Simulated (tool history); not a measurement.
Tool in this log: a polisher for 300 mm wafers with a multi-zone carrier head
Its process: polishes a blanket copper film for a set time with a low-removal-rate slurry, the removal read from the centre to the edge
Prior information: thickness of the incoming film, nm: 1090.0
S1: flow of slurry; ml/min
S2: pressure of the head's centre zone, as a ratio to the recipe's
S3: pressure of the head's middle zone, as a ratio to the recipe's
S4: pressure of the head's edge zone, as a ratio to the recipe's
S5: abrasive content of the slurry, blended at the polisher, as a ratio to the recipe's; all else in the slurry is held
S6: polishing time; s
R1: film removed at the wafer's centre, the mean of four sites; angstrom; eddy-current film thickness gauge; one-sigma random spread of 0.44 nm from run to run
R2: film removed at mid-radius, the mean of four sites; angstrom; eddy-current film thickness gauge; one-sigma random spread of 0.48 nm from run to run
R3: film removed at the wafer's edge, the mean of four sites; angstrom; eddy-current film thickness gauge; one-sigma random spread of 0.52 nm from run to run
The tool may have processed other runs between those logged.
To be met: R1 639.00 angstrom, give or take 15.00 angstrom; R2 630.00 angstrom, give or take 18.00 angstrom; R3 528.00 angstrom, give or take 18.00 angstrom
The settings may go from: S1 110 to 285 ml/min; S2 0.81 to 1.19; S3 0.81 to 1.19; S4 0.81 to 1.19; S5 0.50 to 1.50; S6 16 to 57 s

run 1 hour=0.0 | S1=180 S2=1.00 S3=1.00 S4=1.00 S5=1.00 S6=36 | R1=935.50 R2=904.33 R3=872.34
run 2 hour=4.9 | S1=180 S2=1.00 S3=0.93 S4=1.00 S5=1.00 S6=36 | R1=929.11 R2=846.84 R3=885.42
run 3 hour=10.9 | S1=180 S2=0.95 S3=0.93 S4=1.00 S5=1.00 S6=36 | R1=878.22 R2=844.02 R3=891.91
run 4 hour=16.5 | S1=180 S2=0.95 S3=0.85 S4=1.00 S5=1.00 S6=36 | R1=880.25 R2=782.52 R3=881.23
run 5 hour=19.5 | S1=185 S2=0.97 S3=0.89 S4=0.96 S5=0.90 S6=33 | R1=805.59 R2=750.11 R3=786.06
run 6 hour=26.7 | S1=185 S2=0.97 S3=0.89 S4=1.04 S5=0.90 S6=33 | R1=812.33 R2=745.94 R3=800.74
run 7 hour=28.0 | S1=190 S2=0.99 S3=0.91 S4=1.01 S5=0.80 S6=31 | R1=755.36 R2=691.37 R3=730.31
run 8 hour=34.1 | S1=190 S2=1.01 S3=0.95 S4=0.98 S5=0.75 S6=30 | R1=746.83 R2=684.25 R3=687.21
run 9 hour=41.4 | S1=185 S2=1.02 S3=0.98 S4=0.95 S5=0.70 S6=29 | R1=709.31 R2=668.74 R3=638.03

Exactly one of the 4 candidate moves below puts every result within its allowed miss. Which one?
run A hour=48.7 | S1=165 S2=1.03 S3=1.18 S4=0.87 S5=0.60 S6=26 | R1=? R2=? R3=?
run B hour=48.7 | S1=210 S2=1.03 S3=1.06 S4=0.83 S5=0.85 S6=24 | R1=? R2=? R3=?
run C hour=48.7 | S1=185 S2=0.89 S3=0.99 S4=0.97 S5=0.75 S6=31 | R1=? R2=? R3=?
run D hour=48.7 | S1=185 S2=0.98 S3=1.00 S4=0.88 S5=0.70 S6=27 | R1=? R2=? R3=?

move=A R1=614.18 R2=675.86 R3=530.08
move=B R1=629.50 R2=629.75 R3=526.11
move=C R1=671.23 R2=736.52 R3=703.80
move=D R1=635.94 R2=638.34 R3=578.21
A: corrects the largest miss of the last run, while another result sits out of spec
B: hits every target within its allowed miss
C: further off than the last run
D: better than the last run, though not everything is in spec
B meets every target.

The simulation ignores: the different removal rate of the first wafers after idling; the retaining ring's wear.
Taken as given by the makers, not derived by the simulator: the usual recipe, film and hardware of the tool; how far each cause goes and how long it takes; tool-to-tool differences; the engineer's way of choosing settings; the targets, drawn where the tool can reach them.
